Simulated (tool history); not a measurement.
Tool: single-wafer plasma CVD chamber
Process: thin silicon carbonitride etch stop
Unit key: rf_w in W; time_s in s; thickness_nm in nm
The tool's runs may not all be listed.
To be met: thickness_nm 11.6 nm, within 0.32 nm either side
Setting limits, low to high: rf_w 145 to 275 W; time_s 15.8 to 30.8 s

run  hour  rf_w  time_s  thickness_nm
  1     0   210    23.3        13.605
  2   6.7   240    23.3        14.138
  3  10.6   230    22.1        13.306
  4  16.1   220    21.3        12.671
  5    23   200    21.3        12.332
  6  28.3   200    24.4        14.129
  7  35.8   190    23.1        13.161
  8  42.9   185    22.3        12.645
  9  46.6   165    20.5        11.209

Next run, 5 choices. One meets every target within its allowed miss, the rest don't. Which?
  A  50.3   170    22.7             ?
  B  50.3   180    21.7             ?
  C  50.3   205    21.5             ?
  D  50.3   155    19.8             ?
  E  50.3   180    20.8             ?

move  thickness_nm
   A        12.586
   B        12.224
   C        12.559
   D        10.702
   E        11.717
A: pushes the last run's worst result past its target
B: pushes the last run's worst result past its target
C: pushes the last run's worst result past its target
D: its largest miss is bigger than the last run's
E: all results land within tolerance of their targets
Correct choice: E, which meets every target
